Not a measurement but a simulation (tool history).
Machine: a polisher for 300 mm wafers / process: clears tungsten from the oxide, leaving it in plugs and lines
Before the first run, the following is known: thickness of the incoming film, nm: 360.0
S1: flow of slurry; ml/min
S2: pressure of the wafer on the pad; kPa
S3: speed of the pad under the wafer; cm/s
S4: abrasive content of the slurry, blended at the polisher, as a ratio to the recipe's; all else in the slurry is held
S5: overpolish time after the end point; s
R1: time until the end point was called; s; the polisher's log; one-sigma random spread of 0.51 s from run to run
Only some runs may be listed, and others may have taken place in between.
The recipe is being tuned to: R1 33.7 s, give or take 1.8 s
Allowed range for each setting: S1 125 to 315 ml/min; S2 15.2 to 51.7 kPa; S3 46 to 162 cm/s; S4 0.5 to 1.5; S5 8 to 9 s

Run 1, day 0: S1 205 ml/min, S2 33.1 kPa, S3 104 cm/s, S4 1, S5 9 s. Result: R1 50.47 s.
Run 2, day 0.054: S1 205 ml/min, S2 38.6 kPa, S3 104 cm/s, S4 1, S5 9 s. Result: R1 44.439 s.
Run 3, day 0.342: S1 205 ml/min, S2 31 kPa, S3 104 cm/s, S4 1, S5 9 s. Result: R1 55.043 s.
Run 4, day 0.392: S1 225 ml/min, S2 31 kPa, S3 104 cm/s, S4 1, S5 9 s. Result: R1 53.566 s.
Run 5, day 0.554: S1 225 ml/min, S2 32.4 kPa, S3 104 cm/s, S4 1, S5 9 s. Result: R1 51.657 s.
Run 6, day 0.646: S1 225 ml/min, S2 36.5 kPa, S3 104 cm/s, S4 1, S5 9 s. Result: R1 46.006 s.
Run 7, day 0.771: S1 225 ml/min, S2 37.9 kPa, S3 104 cm/s, S4 1, S5 9 s. Result: R1 45.664 s.
Run 8, day 1.121: S1 225 ml/min, S2 39.3 kPa, S3 104 cm/s, S4 1, S5 9 s. Result: R1 44.11 s.
Run 9, day 1.35: S1 225 ml/min, S2 40.7 kPa, S3 104 cm/s, S4 1, S5 9 s. Result: R1 43.547 s.
Run 10, day 1.571: S1 225 ml/min, S2 42.1 kPa, S3 104 cm/s, S4 1, S5 9 s. Result: R1 43.07 s.

4 next moves are on the table. One of them brings every result within its allowed miss. Which?
Run A, day 1.792: S1 280 ml/min, S2 51.7 kPa, S3 118 cm/s, S4 0.9, S5 9 s. Result: R1 ?.
Run B, day 1.792: S1 210 ml/min, S2 45.5 kPa, S3 118 cm/s, S4 1.1, S5 8 s. Result: R1 ?.
Run C, day 1.792: S1 205 ml/min, S2 51.7 kPa, S3 116 cm/s, S4 1.2, S5 8 s. Result: R1 ?.
Run D, day 1.792: S1 210 ml/min, S2 40.7 kPa, S3 114 cm/s, S4 1.05, S5 9 s. Result: R1 ?.

move      R1
   A  30.828
   B   33.86
   C  30.454
   D  38.757
A: takes the biggest miss from the last run beyond its target
B: each result inside its tolerance
C: takes the biggest miss from the last run beyond its target
D: better than the last run, though not everything is in spec
Go with B: it meets all targets.

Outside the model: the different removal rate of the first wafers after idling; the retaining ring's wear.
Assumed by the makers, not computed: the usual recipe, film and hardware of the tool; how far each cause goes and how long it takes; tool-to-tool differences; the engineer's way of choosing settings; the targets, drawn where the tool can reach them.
